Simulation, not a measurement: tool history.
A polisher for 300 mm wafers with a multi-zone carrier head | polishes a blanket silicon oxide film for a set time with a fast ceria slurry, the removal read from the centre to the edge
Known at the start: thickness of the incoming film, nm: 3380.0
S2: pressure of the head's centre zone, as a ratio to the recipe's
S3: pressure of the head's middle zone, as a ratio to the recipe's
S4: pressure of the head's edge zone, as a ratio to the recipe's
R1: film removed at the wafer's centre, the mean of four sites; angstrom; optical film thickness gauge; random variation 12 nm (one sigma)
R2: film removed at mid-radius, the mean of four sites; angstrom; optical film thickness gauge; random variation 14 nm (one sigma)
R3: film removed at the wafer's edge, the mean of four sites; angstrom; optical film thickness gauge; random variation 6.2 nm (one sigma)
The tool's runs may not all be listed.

{"run": 1, "hour": 0.0, "flow of slurry (ml/min)": 160, "S2": 1, "S3": 1, "S4": 1, "polishing time (s)": 67, "R1": 10365, "R2": 9948.5, "R3": 10654}
{"run": 2, "hour": 1.3, "flow of slurry (ml/min)": 155, "S2": 1, "S3": 1.02, "S4": 0.97, "polishing time (s)": 66, "R1": 9986.7, "R2": 10108, "R3": 10294}
{"run": 3, "hour": 4.4, "flow of slurry (ml/min)": 125, "S2": 1, "S3": 1.02, "S4": 0.97, "polishing time (s)": 66, "R1": 9673.8, "R2": 9847.6, "R3": 9909.3}
{"run": 4, "hour": 11.2, "flow of slurry (ml/min)": 125, "S2": 1.05, "S3": 1.02, "S4": 0.97, "polishing time (s)": 66, "R1": 9816.8, "R2": 9831.7, "R3": 9959.4}
{"run": 5, "hour": 14.2, "flow of slurry (ml/min)": 125, "S2": 1.05, "S3": 1.02, "S4": 0.97, "polishing time (s)": 77, "R1": 11847, "R2": 11237, "R3": 11585}
{"run": 6, "hour": 20.7, "flow of slurry (ml/min)": 120, "S2": 1.06, "S3": 1.03, "S4": 0.95, "polishing time (s)": 75, "R1": 11270, "R2": 11107, "R3": 11001}
{"hour": 26.1, "done": "edge zone pressure recalibrated"}
{"run": 7, "hour": 26.1, "flow of slurry (ml/min)": 120, "S2": 1.11, "S3": 1.06, "S4": 0.85, "polishing time (s)": 59, "R1": 9395.9, "R2": 8723.8, "R3": 8105.8}
{"run": 8, "hour": 32.8, "flow of slurry (ml/min)": 120, "S2": 1.1, "S3": 1.07, "S4": 0.85, "polishing time (s)": 59, "R1": 9376.6, "R2": 9010.2, "R3": 8111.8}
{"run": 9, "hour": 38.6, "flow of slurry (ml/min)": 120, "S2": 1.09, "S3": 1.08, "S4": 0.85, "polishing time (s)": 59, "R1": 9006, "R2": 8987.8, "R3": 8104.2}

Run 10 comes next. What will it give?
{"run": 10, "hour": 42.8, "flow of slurry (ml/min)": 140, "S2": 1.09, "S3": 1.14, "S4": 0.86, "polishing time (s)": 60, "R1": "?", "R2": "?", "R3": "?"}

R1: 9523.2 angstrom
R2: 10048 angstrom
R3: 8341.3 angstrom
